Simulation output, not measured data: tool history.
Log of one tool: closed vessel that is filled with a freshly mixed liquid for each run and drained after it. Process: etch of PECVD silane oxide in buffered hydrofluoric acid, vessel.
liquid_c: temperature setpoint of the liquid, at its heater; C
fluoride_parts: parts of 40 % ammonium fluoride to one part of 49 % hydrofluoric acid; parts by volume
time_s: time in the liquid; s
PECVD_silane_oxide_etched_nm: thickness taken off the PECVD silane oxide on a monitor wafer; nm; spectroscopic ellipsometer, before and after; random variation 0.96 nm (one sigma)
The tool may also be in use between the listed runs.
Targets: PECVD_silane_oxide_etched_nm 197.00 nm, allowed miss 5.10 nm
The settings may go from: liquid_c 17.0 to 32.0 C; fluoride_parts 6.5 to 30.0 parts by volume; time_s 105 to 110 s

{"run": 1, "hour": 0.0, "liquid_c": 24.0, "fluoride_parts": 19.5, "time_s": 105, "PECVD_silane_oxide_etched_nm": 118.28}
{"run": 2, "hour": 5.1, "liquid_c": 26.0, "fluoride_parts": 19.0, "time_s": 105, "PECVD_silane_oxide_etched_nm": 136.01}
{"run": 3, "hour": 13.0, "liquid_c": 27.5, "fluoride_parts": 19.0, "time_s": 105, "PECVD_silane_oxide_etched_nm": 147.58}
{"run": 4, "hour": 16.3, "liquid_c": 28.5, "fluoride_parts": 18.5, "time_s": 105, "PECVD_silane_oxide_etched_nm": 158.83}
{"run": 5, "hour": 17.2, "liquid_c": 29.5, "fluoride_parts": 18.5, "time_s": 105, "PECVD_silane_oxide_etched_nm": 168.42}
{"run": 6, "hour": 25.6, "liquid_c": 29.5, "fluoride_parts": 18.5, "time_s": 105, "PECVD_silane_oxide_etched_nm": 168.2}
{"run": 7, "hour": 30.8, "liquid_c": 30.0, "fluoride_parts": 18.5, "time_s": 105, "PECVD_silane_oxide_etched_nm": 172.27}
{"run": 8, "hour": 38.9, "liquid_c": 30.5, "fluoride_parts": 18.5, "time_s": 105, "PECVD_silane_oxide_etched_nm": 178.16}
{"run": 9, "hour": 46.3, "liquid_c": 31.0, "fluoride_parts": 18.5, "time_s": 105, "PECVD_silane_oxide_etched_nm": 182.05}

Which of these 5 next moves meets every target?
{"run": "A", "hour": 53.7, "liquid_c": 29.0, "fluoride_parts": 17.0, "time_s": 110, "PECVD_silane_oxide_etched_nm": "?"}
{"run": "B", "hour": 53.7, "liquid_c": 32.0, "fluoride_parts": 19.0, "time_s": 105, "PECVD_silane_oxide_etched_nm": "?"}
{"run": "C", "hour": 53.7, "liquid_c": 27.5, "fluoride_parts": 16.0, "time_s": 110, "PECVD_silane_oxide_etched_nm": "?"}
{"run": "D", "hour": 53.7, "liquid_c": 32.0, "fluoride_parts": 18.0, "time_s": 105, "PECVD_silane_oxide_etched_nm": "?"}
{"run": "E", "hour": 53.7, "liquid_c": 30.0, "fluoride_parts": 17.5, "time_s": 105, "PECVD_silane_oxide_etched_nm": "?"}

move=A PECVD_silane_oxide_etched_nm=186.81
move=B PECVD_silane_oxide_etched_nm=187.16
move=C PECVD_silane_oxide_etched_nm=183.06
move=D PECVD_silane_oxide_etched_nm=197.35
move=E PECVD_silane_oxide_etched_nm=182.71
A: nearer than the last run, and not there yet
B: nearer than the last run, and not there yet
C: nearer than the last run, and not there yet
D: meets every target
E: as far off as the last run
Answer: D
